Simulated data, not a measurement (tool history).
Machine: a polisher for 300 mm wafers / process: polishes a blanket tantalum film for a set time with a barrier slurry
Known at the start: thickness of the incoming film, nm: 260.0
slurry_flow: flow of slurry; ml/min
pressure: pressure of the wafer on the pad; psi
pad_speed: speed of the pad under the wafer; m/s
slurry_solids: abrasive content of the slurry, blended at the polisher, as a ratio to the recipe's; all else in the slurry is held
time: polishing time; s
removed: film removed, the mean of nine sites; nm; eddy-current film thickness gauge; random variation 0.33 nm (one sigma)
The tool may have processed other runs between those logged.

run,hour,slurry_flow,pressure,pad_speed,slurry_solids,time,removed
1,0.0,285,1.9,0.82,1.0,40,44.478
2,4.6,285,1.9,0.82,0.8,40,39.573
3,6.1,285,1.8,0.82,0.8,40,38.143
4,13.9,285,1.8,1.00,0.8,40,48.110
5,19.2,285,1.8,1.16,0.8,40,53.539
6,20.7,285,1.8,1.16,0.6,40,46.174
7,22.3,285,1.6,1.16,0.6,40,40.553
8,24.1,285,1.5,1.16,0.6,40,37.805
9,28.9,285,1.4,1.16,0.6,40,36.174

Expected results for the next run?
10,37.5,285,1.3,1.16,0.6,40,?

Run 10 came out at removed 33.810 nm.
